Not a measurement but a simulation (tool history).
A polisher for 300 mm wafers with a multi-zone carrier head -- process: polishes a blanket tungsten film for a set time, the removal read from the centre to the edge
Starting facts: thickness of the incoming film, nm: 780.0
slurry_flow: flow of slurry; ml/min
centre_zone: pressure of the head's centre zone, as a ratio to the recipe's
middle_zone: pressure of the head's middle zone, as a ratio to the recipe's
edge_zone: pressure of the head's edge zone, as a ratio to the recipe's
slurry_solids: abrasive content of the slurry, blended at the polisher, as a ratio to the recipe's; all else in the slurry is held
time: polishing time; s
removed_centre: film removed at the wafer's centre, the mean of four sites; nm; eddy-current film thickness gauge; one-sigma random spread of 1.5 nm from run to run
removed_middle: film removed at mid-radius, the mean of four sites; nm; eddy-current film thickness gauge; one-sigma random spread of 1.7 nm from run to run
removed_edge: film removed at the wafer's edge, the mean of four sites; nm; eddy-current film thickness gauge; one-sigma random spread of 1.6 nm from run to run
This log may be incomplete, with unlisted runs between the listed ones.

Run 1, hour 0: slurry_flow 170 ml/min, centre_zone 1, middle_zone 1, edge_zone 1, slurry_solids 1, time 71 s. Result: removed_centre 228.71 nm, removed_middle 227.32 nm, removed_edge 229.93 nm.
Run 2, hour 5.3: slurry_flow 170 ml/min, centre_zone 0.97, middle_zone 1, edge_zone 1, slurry_solids 1, time 71 s. Result: removed_centre 227.6 nm, removed_middle 229.13 nm, removed_edge 223.33 nm.
Run 3, hour 7.5: slurry_flow 170 ml/min, centre_zone 0.93, middle_zone 1, edge_zone 1, slurry_solids 1, time 71 s. Result: removed_centre 220.38 nm, removed_middle 228.43 nm, removed_edge 232.25 nm.
Run 4, hour 12.2: slurry_flow 170 ml/min, centre_zone 0.93, middle_zone 1, edge_zone 1.04, slurry_solids 1, time 71 s. Result: removed_centre 222.84 nm, removed_middle 229.15 nm, removed_edge 239.48 nm.
Run 5, hour 15.8: slurry_flow 165 ml/min, centre_zone 0.94, middle_zone 0.96, edge_zone 1.01, slurry_solids 0.9, time 66 s. Result: removed_centre 200.15 nm, removed_middle 205.09 nm, removed_edge 208.87 nm.
Run 6, hour 16.3: slurry_flow 165 ml/min, centre_zone 0.94, middle_zone 0.96, edge_zone 1.01, slurry_solids 0.75, time 66 s. Result: removed_centre 199.27 nm, removed_middle 196.45 nm, removed_edge 201.9 nm.
Run 7, hour 19.2: slurry_flow 160 ml/min, centre_zone 0.95, middle_zone 0.93, edge_zone 1, slurry_solids 0.7, time 61 s. Result: removed_centre 180.01 nm, removed_middle 174.16 nm, removed_edge 183.81 nm.
Run 8, hour 24.3: slurry_flow 155 ml/min, centre_zone 0.96, middle_zone 0.91, edge_zone 0.98, slurry_solids 0.65, time 58 s. Result: removed_centre 173.43 nm, removed_middle 160.02 nm, removed_edge 172.37 nm.
Run 9, hour 25.8: slurry_flow 140 ml/min, centre_zone 0.92, middle_zone 0.88, edge_zone 0.88, slurry_solids 0.5, time 45 s. Result: removed_centre 123.92 nm, removed_middle 116.27 nm, removed_edge 120.47 nm.
Run 10, hour 27.1: slurry_flow 150 ml/min, centre_zone 0.93, middle_zone 0.88, edge_zone 0.9, slurry_solids 0.5, time 45 s. Result: removed_centre 125.63 nm, removed_middle 114.64 nm, removed_edge 123.09 nm.
Run 11, hour 34: slurry_flow 150 ml/min, centre_zone 0.94, middle_zone 0.89, edge_zone 0.92, slurry_solids 0.5, time 45 s. Result: removed_centre 125.3 nm, removed_middle 113.72 nm, removed_edge 123.76 nm.
Run 12, hour 39.4: slurry_flow 150 ml/min, centre_zone 0.95, middle_zone 0.9, edge_zone 0.93, slurry_solids 0.55, time 45 s. Result: removed_centre 127.57 nm, removed_middle 119.96 nm, removed_edge 127.83 nm.
Run 13, hour 46.6: slurry_flow 155 ml/min, centre_zone 0.97, middle_zone 0.9, edge_zone 0.93, slurry_solids 0.55, time 45 s. Result: removed_centre 132.65 nm, removed_middle 118.69 nm, removed_edge 126.34 nm.

What will run 14 give?
Run 14, hour 49.2: slurry_flow 155 ml/min, centre_zone 0.97, middle_zone 0.91, edge_zone 0.94, slurry_solids 0.55, time 45 s. Result: removed_centre ?, removed_middle ?, removed_edge ?.

removed_centre: 129.81 nm
removed_middle: 121.26 nm
removed_edge: 127.36 nm
